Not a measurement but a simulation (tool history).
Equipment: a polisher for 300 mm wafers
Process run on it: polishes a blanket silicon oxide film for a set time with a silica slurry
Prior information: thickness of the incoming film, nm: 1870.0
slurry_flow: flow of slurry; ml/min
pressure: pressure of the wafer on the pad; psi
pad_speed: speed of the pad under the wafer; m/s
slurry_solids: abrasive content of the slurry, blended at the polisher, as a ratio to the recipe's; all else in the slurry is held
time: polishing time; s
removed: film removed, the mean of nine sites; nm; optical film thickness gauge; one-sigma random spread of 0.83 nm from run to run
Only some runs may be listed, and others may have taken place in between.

run  hour  slurry_flow  pressure  pad_speed  slurry_solids  time  removed
  1   0.0          275       4.4       1.12            1.0    26   69.938
  2   5.9          275       5.2       1.12            1.0    26   81.216
  3   7.5          225       5.2       1.12            1.0    26   79.275
  4  12.1          235       5.5       1.12            1.0    26   83.125
  5  19.3          250       5.7       1.14            1.0    26   88.536
  6  25.1          250       5.7       0.98            1.0    26   80.532

Forecast run 7:
  7  32.0          260       5.9       1.00            1.0    26        ?

{"run 7": {"removed": 85.107}}

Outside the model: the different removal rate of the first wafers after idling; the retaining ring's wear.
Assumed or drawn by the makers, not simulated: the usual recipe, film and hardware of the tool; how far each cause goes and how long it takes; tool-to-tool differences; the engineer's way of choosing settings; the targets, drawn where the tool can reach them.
